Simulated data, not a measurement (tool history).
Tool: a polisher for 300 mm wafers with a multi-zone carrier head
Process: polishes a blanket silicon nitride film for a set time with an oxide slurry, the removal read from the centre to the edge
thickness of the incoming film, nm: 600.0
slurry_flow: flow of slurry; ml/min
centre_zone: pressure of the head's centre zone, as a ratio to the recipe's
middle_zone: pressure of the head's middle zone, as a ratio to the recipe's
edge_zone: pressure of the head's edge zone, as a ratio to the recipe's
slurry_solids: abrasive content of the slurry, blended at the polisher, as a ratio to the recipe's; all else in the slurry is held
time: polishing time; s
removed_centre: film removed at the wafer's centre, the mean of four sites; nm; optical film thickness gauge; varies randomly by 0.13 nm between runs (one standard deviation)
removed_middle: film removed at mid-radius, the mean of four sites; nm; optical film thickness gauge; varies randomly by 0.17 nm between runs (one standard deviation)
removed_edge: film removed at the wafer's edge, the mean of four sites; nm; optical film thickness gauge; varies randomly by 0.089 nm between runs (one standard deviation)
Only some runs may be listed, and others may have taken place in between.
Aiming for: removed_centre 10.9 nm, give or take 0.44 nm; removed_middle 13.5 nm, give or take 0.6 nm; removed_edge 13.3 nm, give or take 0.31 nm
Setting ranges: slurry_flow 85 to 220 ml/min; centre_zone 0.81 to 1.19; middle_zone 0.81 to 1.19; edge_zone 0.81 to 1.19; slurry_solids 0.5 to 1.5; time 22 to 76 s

{"run": 1, "day": 0.0, "slurry_flow": 140, "centre_zone": 1, "middle_zone": 1, "edge_zone": 1, "slurry_solids": 1, "time": 49, "removed_centre": 23.661, "removed_middle": 23.807, "removed_edge": 24.395}
{"run": 2, "day": 0.117, "slurry_flow": 160, "centre_zone": 1, "middle_zone": 1, "edge_zone": 1, "slurry_solids": 1, "time": 49, "removed_centre": 23.928, "removed_middle": 25.22, "removed_edge": 24.914}
{"run": 3, "day": 0.346, "slurry_flow": 160, "centre_zone": 1, "middle_zone": 1, "edge_zone": 1, "slurry_solids": 1, "time": 38, "removed_centre": 18.976, "removed_middle": 19.636, "removed_edge": 19.393}
{"run": 4, "day": 0.371, "slurry_flow": 160, "centre_zone": 1.05, "middle_zone": 1, "edge_zone": 1, "slurry_solids": 1, "time": 38, "removed_centre": 19.342, "removed_middle": 19.14, "removed_edge": 19.457}
{"run": 5, "day": 0.667, "slurry_flow": 150, "centre_zone": 0.99, "middle_zone": 1.01, "edge_zone": 1.03, "slurry_solids": 0.9, "time": 36, "removed_centre": 16.727, "removed_middle": 17.5, "removed_edge": 17.676}
{"run": 6, "day": 0.729, "slurry_flow": 140, "centre_zone": 0.95, "middle_zone": 1.02, "edge_zone": 1.04, "slurry_solids": 0.8, "time": 35, "removed_centre": 14.345, "removed_middle": 15.717, "removed_edge": 15.687}
{"run": 7, "day": 0.95, "slurry_flow": 130, "centre_zone": 0.92, "middle_zone": 1.02, "edge_zone": 1.04, "slurry_solids": 0.8, "time": 35, "removed_centre": 13.408, "removed_middle": 15.613, "removed_edge": 15.411}
{"run": 8, "day": 1.233, "slurry_flow": 120, "centre_zone": 0.9, "middle_zone": 1.01, "edge_zone": 1.02, "slurry_solids": 0.8, "time": 35, "removed_centre": 12.864, "removed_middle": 15.018, "removed_edge": 15.289}
{"run": 9, "day": 1.442, "slurry_flow": 115, "centre_zone": 0.89, "middle_zone": 1.02, "edge_zone": 1, "slurry_solids": 0.75, "time": 35, "removed_centre": 12.126, "removed_middle": 14.294, "removed_edge": 14.393}
{"run": 10, "day": 1.688, "slurry_flow": 110, "centre_zone": 0.88, "middle_zone": 1.03, "edge_zone": 0.99, "slurry_solids": 0.75, "time": 35, "removed_centre": 12.054, "removed_middle": 14.071, "removed_edge": 14.322}
{"run": 11, "day": 1.733, "slurry_flow": 105, "centre_zone": 0.87, "middle_zone": 1.05, "edge_zone": 0.98, "slurry_solids": 0.75, "time": 35, "removed_centre": 11.935, "removed_middle": 14.186, "removed_edge": 14.141}
{"run": 12, "day": 2.021, "slurry_flow": 100, "centre_zone": 0.86, "middle_zone": 1.06, "edge_zone": 0.97, "slurry_solids": 0.75, "time": 35, "removed_centre": 11.464, "removed_middle": 13.78, "removed_edge": 13.831}
{"run": 13, "day": 2.225, "slurry_flow": 100, "centre_zone": 0.85, "middle_zone": 1.07, "edge_zone": 0.96, "slurry_solids": 0.75, "time": 35, "removed_centre": 11.07, "removed_middle": 14.235, "removed_edge": 13.916}

4 next moves are on the table. One of them brings every result within its allowed miss. Which?
{"run": "A", "day": 2.429, "slurry_flow": 140, "centre_zone": 0.96, "middle_zone": 0.94, "edge_zone": 1.02, "slurry_solids": 0.55, "time": 36, "removed_centre": "?", "removed_middle": "?", "removed_edge": "?"}
{"run": "B", "day": 2.429, "slurry_flow": 155, "centre_zone": 0.92, "middle_zone": 1.19, "edge_zone": 0.89, "slurry_solids": 0.75, "time": 31, "removed_centre": "?", "removed_middle": "?", "removed_edge": "?"}
{"run": "C", "day": 2.429, "slurry_flow": 120, "centre_zone": 0.93, "middle_zone": 1.15, "edge_zone": 0.94, "slurry_solids": 0.6, "time": 36, "removed_centre": "?", "removed_middle": "?", "removed_edge": "?"}
{"run": "D", "day": 2.429, "slurry_flow": 145, "centre_zone": 0.85, "middle_zone": 1.06, "edge_zone": 1.06, "slurry_solids": 0.85, "time": 28, "removed_centre": "?", "removed_middle": "?", "removed_edge": "?"}

move=A removed_centre=11.672 removed_middle=12.021 removed_edge=12.532
move=B removed_centre=12.244 removed_middle=15.375 removed_edge=12.828
move=C removed_centre=11.591 removed_middle=14.178 removed_edge=12.581
move=D removed_centre=10.914 removed_middle=13.574 removed_edge=13.174
A: the result that was furthest off in the last run now lies on the other side of its target
B: the result that was furthest off in the last run now lies on the other side of its target
C: the result that was furthest off in the last run now lies on the other side of its target
D: all results land within tolerance of their targets
The move that meets every target is D.
